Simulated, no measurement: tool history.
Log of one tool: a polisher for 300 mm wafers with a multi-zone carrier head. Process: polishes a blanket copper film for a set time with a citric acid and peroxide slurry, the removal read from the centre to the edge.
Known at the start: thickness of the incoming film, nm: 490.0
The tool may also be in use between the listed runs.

run,hour,flow of slurry (ml/min),pressure of the head's centre zone,pressure of the head's middle zone,pressure of the head's edge zone,abrasive content of the slurry,polishing time (s),film removed at the wafer's centre (nm),film removed at mid-radius (nm),film removed at the wafer's edge (nm)
1,0.0,245,1.00,1.00,1.00,1.00,72,124.93,126.20,130.41
2,7.9,230,1.02,0.96,0.99,1.00,72,124.70,120.06,126.49
3,15.2,230,1.02,0.96,0.99,1.00,84,145.43,140.91,148.82
4,19.5,230,1.02,0.96,0.99,1.00,101,176.14,168.49,181.78
5,24.9,230,1.10,0.96,0.99,1.00,101,187.59,171.22,181.49
6,30.1,230,1.10,0.96,0.95,1.00,101,187.75,171.23,173.11

Forecast run 7:
7,31.6,215,1.08,0.91,0.95,0.85,95,?,?,?

{"run 7": {"film removed at the wafer's centre (nm)": 163.07, "film removed at mid-radius (nm)": 144.91, "film removed at the wafer's edge (nm)": 158.27}}

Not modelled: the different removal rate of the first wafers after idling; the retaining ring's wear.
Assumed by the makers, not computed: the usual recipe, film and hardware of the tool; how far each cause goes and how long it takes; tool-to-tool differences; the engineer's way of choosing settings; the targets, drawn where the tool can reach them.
